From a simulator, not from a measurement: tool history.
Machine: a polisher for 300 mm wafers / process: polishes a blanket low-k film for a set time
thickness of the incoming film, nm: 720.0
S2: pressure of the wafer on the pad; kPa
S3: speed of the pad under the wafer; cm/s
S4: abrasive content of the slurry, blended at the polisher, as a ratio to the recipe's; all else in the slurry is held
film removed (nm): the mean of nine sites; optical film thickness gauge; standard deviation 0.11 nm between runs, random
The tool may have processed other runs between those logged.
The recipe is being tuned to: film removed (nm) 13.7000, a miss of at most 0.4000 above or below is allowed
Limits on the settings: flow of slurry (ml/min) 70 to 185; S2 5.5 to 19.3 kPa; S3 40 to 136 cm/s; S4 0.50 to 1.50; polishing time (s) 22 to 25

{"run": 1, "hour": 0.0, "flow of slurry (ml/min)": 120, "S2": 12.4, "S3": 88, "S4": 1.0, "polishing time (s)": 25, "film removed (nm)": 9.0118}
{"run": 2, "hour": 4.4, "flow of slurry (ml/min)": 120, "S2": 12.4, "S3": 72, "S4": 1.0, "polishing time (s)": 25, "film removed (nm)": 7.5517}
{"run": 3, "hour": 6.9, "flow of slurry (ml/min)": 120, "S2": 12.4, "S3": 72, "S4": 1.2, "polishing time (s)": 25, "film removed (nm)": 7.9677}
{"run": 4, "hour": 15.8, "flow of slurry (ml/min)": 130, "S2": 14.5, "S3": 72, "S4": 1.2, "polishing time (s)": 25, "film removed (nm)": 9.2123}
{"run": 5, "hour": 21.8, "flow of slurry (ml/min)": 130, "S2": 15.9, "S3": 74, "S4": 1.2, "polishing time (s)": 25, "film removed (nm)": 10.085}
{"run": 6, "hour": 25.4, "flow of slurry (ml/min)": 120, "S2": 15.9, "S3": 74, "S4": 1.2, "polishing time (s)": 25, "film removed (nm)": 10.095}
{"run": 7, "hour": 32.6, "flow of slurry (ml/min)": 120, "S2": 17.2, "S3": 76, "S4": 1.2, "polishing time (s)": 25, "film removed (nm)": 11.033}
{"run": 8, "hour": 38.1, "flow of slurry (ml/min)": 125, "S2": 17.9, "S3": 78, "S4": 1.2, "polishing time (s)": 25, "film removed (nm)": 11.535}

Which one of the following 4 next-run settings gets every result inside its allowed miss? There is exactly one.
{"run": "A", "hour": 43.6, "flow of slurry (ml/min)": 145, "S2": 18.6, "S3": 86, "S4": 1.15, "polishing time (s)": 24, "film removed (nm)": "?"}
{"run": "B", "hour": 43.6, "flow of slurry (ml/min)": 90, "S2": 16.5, "S3": 74, "S4": 1.25, "polishing time (s)": 22, "film removed (nm)": "?"}
{"run": "C", "hour": 43.6, "flow of slurry (ml/min)": 165, "S2": 19.3, "S3": 82, "S4": 1.25, "polishing time (s)": 25, "film removed (nm)": "?"}
{"run": "D", "hour": 43.6, "flow of slurry (ml/min)": 145, "S2": 19.3, "S3": 92, "S4": 1.3, "polishing time (s)": 25, "film removed (nm)": "?"}

move=A film_removed_(nm)=12.6240
move=B film_removed_(nm)=9.0468
move=C film_removed_(nm)=13.6650
move=D film_removed_(nm)=14.9640
A: nearer the targets than the last run, but a result is still out of spec
B: moves away from the targets compared with the last run
C: in spec on every target
D: takes the result that was furthest off past its target
The move that meets every target is C.
